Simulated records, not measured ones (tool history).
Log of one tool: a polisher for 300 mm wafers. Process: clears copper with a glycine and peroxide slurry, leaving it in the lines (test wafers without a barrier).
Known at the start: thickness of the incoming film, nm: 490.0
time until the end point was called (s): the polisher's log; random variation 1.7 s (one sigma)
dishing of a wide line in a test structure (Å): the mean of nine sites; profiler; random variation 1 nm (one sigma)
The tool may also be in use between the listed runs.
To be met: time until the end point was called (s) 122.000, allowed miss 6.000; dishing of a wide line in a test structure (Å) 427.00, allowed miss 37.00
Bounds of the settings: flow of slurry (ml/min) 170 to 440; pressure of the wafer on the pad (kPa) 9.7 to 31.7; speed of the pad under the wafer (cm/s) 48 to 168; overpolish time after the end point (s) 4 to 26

| run | hour | flow of slurry (ml/min) | pressure of the wafer on the pad (kPa) | speed of the pad under the wafer (cm/s) | overpolish time after the end point (s) | time until the end point was called (s) | dishing of a wide line in a test structure (Å) |
|---|---|---|---|---|---|---|---|
| 1 | 0.0 | 280 | 20.7 | 108 | 13 | 73.506 | 492.72 |
| 2 | 8.3 | 280 | 20.7 | 108 | 16 | 72.097 | 588.22 |
| 3 | 15.1 | 315 | 20.7 | 108 | 16 | 73.369 | 581.60 |
| 4 | 21.8 | 315 | 20.7 | 82 | 16 | 88.798 | 516.00 |
| 5 | 25.4 | 385 | 20.7 | 82 | 16 | 84.357 | 551.90 |
| 6 | 28.0 | 380 | 19.3 | 82 | 16 | 88.965 | 515.70 |
| 7 | 31.6 | 375 | 17.9 | 80 | 16 | 95.789 | 484.73 |
| 8 | 40.6 | 370 | 16.5 | 80 | 16 | 98.623 | 478.88 |
| 9 | 43.7 | 370 | 15.2 | 80 | 16 | 107.620 | 448.90 |
| 10 | 50.6 | 365 | 14.5 | 80 | 16 | 107.570 | 442.59 |
| 11 | 58.3 | 365 | 11.0 | 76 | 17 | 134.040 | 426.07 |
| 12 | 61.3 | 370 | 11.0 | 76 | 17 | 131.060 | 412.70 |

Which of these 5 next moves meets every target?
| A | 64.3 | 335 | 11.7 | 62 | 16 | ? | ? |
| B | 64.3 | 370 | 11.7 | 54 | 21 | ? | ? |
| C | 64.3 | 375 | 11.7 | 74 | 14 | ? | ? |
| D | 64.3 | 295 | 13.8 | 70 | 17 | ? | ? |
| E | 64.3 | 430 | 10.3 | 108 | 14 | ? | ? |

| move | time until the end point was called (s) | dishing of a wide line in a test structure (Å) |
|---|---|---|
| A | 144.020 | 367.79 |
| B | 153.000 | 434.45 |
| C | 130.380 | 355.64 |
| D | 124.570 | 427.02 |
| E | 111.150 | 394.60 |
A: further off than the last run
B: further off than the last run
C: further off than the last run
D: meets every target
E: takes the result that was furthest off past its target
The right move is D.
